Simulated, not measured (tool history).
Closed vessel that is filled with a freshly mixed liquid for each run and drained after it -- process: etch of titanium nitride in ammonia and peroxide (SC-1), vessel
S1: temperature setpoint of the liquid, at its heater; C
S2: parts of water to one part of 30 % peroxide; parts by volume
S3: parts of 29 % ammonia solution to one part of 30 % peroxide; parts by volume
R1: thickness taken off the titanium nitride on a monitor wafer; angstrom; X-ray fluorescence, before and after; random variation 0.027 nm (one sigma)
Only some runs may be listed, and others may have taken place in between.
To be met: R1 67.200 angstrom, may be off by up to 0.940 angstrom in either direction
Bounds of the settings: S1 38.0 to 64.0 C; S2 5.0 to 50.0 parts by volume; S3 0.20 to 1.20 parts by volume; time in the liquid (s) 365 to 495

Run 1, hour 0.0: S1 48.0 C, S2 27.5 parts by volume, S3 0.85 parts by volume, time in the liquid (s) 495. Result: R1 159.590 angstrom.
Run 2, hour 4.7: S1 47.0 C, S2 28.5 parts by volume, S3 0.85 parts by volume, time in the liquid (s) 495. Result: R1 145.880 angstrom.
Run 3, hour 6.5: S1 46.0 C, S2 29.0 parts by volume, S3 0.85 parts by volume, time in the liquid (s) 495. Result: R1 135.180 angstrom.
Run 4, hour 14.4: S1 49.0 C, S2 29.0 parts by volume, S3 0.85 parts by volume, time in the liquid (s) 495. Result: R1 165.540 angstrom.
Run 5, hour 23.2: S1 49.0 C, S2 29.0 parts by volume, S3 1.10 parts by volume, time in the liquid (s) 495. Result: R1 174.430 angstrom.
Run 6, hour 29.8: S1 48.0 C, S2 30.0 parts by volume, S3 1.10 parts by volume, time in the liquid (s) 495. Result: R1 158.850 angstrom.
Run 7, hour 31.3: S1 40.0 C, S2 38.5 parts by volume, S3 1.10 parts by volume, time in the liquid (s) 495. Result: R1 77.777 angstrom.
Run 8, hour 38.6: S1 39.0 C, S2 39.0 parts by volume, S3 1.10 parts by volume, time in the liquid (s) 495. Result: R1 71.349 angstrom.
Run 9, hour 47.8: S1 38.5 C, S2 39.0 parts by volume, S3 1.10 parts by volume, time in the liquid (s) 495. Result: R1 69.088 angstrom.

Which of these 5 next moves meets every target?
Run A, hour 57.0: S1 38.0 C, S2 32.0 parts by volume, S3 1.00 parts by volume, time in the liquid (s) 465. Result: R1 ?.
Run B, hour 57.0: S1 39.0 C, S2 38.5 parts by volume, S3 1.20 parts by volume, time in the liquid (s) 490. Result: R1 ?.
Run C, hour 57.0: S1 40.0 C, S2 43.5 parts by volume, S3 1.20 parts by volume, time in the liquid (s) 435. Result: R1 ?.
Run D, hour 57.0: S1 39.5 C, S2 36.0 parts by volume, S3 1.00 parts by volume, time in the liquid (s) 435. Result: R1 ?.
Run E, hour 57.0: S1 41.5 C, S2 42.0 parts by volume, S3 0.70 parts by volume, time in the liquid (s) 455. Result: R1 ?.

move      R1
   A  68.794
   B  72.743
   C  64.896
   D  67.348
   E  69.934
A: gains on the last run, yet a result remains outside its allowed miss
B: the biggest miss grows against the last run
C: carries the result that was furthest off beyond its target, to the other side
D: meets every target
E: the biggest miss grows against the last run
Correct choice: D, which meets every target
